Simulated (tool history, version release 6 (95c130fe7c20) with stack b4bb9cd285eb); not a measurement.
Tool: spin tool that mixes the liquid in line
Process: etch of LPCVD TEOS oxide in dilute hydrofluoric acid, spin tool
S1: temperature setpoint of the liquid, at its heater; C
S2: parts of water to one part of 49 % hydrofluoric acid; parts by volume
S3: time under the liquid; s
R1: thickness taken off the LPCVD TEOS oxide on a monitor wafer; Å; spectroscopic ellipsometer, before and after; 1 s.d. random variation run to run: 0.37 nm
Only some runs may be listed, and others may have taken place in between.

{"run": 1, "hour": 0.0, "S1": 25, "S2": 105, "S3": 50, "R1": 256.21}
{"run": 2, "hour": 8.5, "S1": 26, "S2": 105, "S3": 50, "R1": 268.7}
{"run": 3, "hour": 14.2, "S1": 26, "S2": 105, "S3": 50, "R1": 271.76}
{"run": 4, "hour": 21.3, "S1": 26, "S2": 105, "S3": 55, "R1": 296.7}
{"run": 5, "hour": 29.1, "S1": 27, "S2": 105, "S3": 55, "R1": 313.44}
{"run": 6, "hour": 35.4, "S1": 24, "S2": 105, "S3": 55, "R1": 275.84}
{"run": 7, "hour": 42.8, "S1": 25, "S2": 105, "S3": 55, "R1": 286.59}

Run 8 has not been measured yet. What should we expect?
{"run": 8, "hour": 44.8, "S1": 26, "S2": 105, "S3": 55, "R1": "?"}

Run 8 yielded R1 297.33 Å.
